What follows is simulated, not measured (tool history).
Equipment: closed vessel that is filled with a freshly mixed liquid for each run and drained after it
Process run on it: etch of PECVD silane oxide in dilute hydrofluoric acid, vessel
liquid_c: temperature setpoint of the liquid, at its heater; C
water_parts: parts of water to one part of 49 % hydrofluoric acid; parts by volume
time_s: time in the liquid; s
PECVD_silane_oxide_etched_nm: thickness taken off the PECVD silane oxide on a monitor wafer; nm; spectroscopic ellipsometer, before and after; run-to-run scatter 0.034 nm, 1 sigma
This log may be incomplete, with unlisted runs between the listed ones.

run  hour  liquid_c  water_parts  time_s  PECVD_silane_oxide_etched_nm
  1   0.0      21.0          125      60                        5.6358
  2   5.5      24.5          125      60                        6.5880
  3  12.4      21.5          125      60                        5.8144
  4  19.8      20.0          130      60                        5.2326
  5  29.0      19.0          130      60                        5.0028
  6  33.4      18.5          130      60                        4.9441

Expected results for the next run?
  7  37.4      18.0          130      60                             ?

{"run 7": {"PECVD_silane_oxide_etched_nm": 4.8318}}
